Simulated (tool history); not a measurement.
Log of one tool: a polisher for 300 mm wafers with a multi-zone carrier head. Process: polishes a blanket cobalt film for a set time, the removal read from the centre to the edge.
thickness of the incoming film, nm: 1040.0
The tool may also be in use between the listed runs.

run    day  flow of slurry (ml/min)  pressure of the head's centre zone  pressure of the head's middle zone  pressure of the head's edge zone  polishing time (s)  film removed at the wafer's centre (Å)  film removed at mid-radius (Å)  film removed at the wafer's edge (Å)
  1      0                      200                                   1                                   1                                 1                  39                                  2694.2                            2610                                2582.8
  2  0.162                      200                                   1                                1.05                                 1                  39                                  2693.5                          2771.1                                2630.6
  3  0.512                      200                                0.93                                1.05                                 1                  39                                  2523.9                          2760.4                                2668.5
  4  0.733                      215                                0.93                                1.08                              0.99                  39                                  2535.9                          2836.4                                2674.9
  5  0.933                      215                                0.93                                1.08                              0.92                  39                                  2590.4                          2841.7                                2569.7
  6  1.092                      215                                0.88                                1.08                              0.92                  39                                  2464.6                          2854.5                                2497.5
  7  1.183                      225                                0.89                                1.11                              0.93                  39                                  2496.3                          2902.6                                2557.4

Run 8 comes next. What will it give?
  8  1.238                      230                                0.89                                1.13                              0.93                  40                                       ?                               ?                                     ?

{"run 8": {"film removed at the wafer's centre (Å)": 2593.8, "film removed at mid-radius (Å)": 3051.5, "film removed at the wafer's edge (Å)": 2635.7}}
